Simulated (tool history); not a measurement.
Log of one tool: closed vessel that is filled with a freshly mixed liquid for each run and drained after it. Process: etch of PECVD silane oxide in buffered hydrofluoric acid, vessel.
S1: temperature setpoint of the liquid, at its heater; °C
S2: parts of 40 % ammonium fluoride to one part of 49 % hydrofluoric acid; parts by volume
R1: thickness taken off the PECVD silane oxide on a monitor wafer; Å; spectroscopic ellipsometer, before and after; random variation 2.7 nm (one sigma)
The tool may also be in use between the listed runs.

run 1 hour=0 | S1=23 S2=14 time_in_the_liquid_(s)=100 | R1=2060.9
run 2 hour=4.3 | S1=24.5 S2=14 time_in_the_liquid_(s)=100 | R1=2238.6
run 3 hour=5.9 | S1=24.5 S2=14 time_in_the_liquid_(s)=100 | R1=2231.8
run 4 hour=7.2 | S1=24.5 S2=14 time_in_the_liquid_(s)=100 | R1=2239.6
run 5 hour=9 | S1=24.5 S2=14 time_in_the_liquid_(s)=100 | R1=2259.9
run 6 hour=17.8 | S1=25.5 S2=14 time_in_the_liquid_(s)=100 | R1=2336.9
run 7 hour=26 | S1=26.5 S2=14 time_in_the_liquid_(s)=100 | R1=2471.2
run 8 hour=27.1 | S1=27 S2=14 time_in_the_liquid_(s)=100 | R1=2562.4

The next listed run, before its measurement:
run 9 hour=29 | S1=27.5 S2=14 time_in_the_liquid_(s)=100 | R1=?

{"run 9": {"R1": 2645.7}}
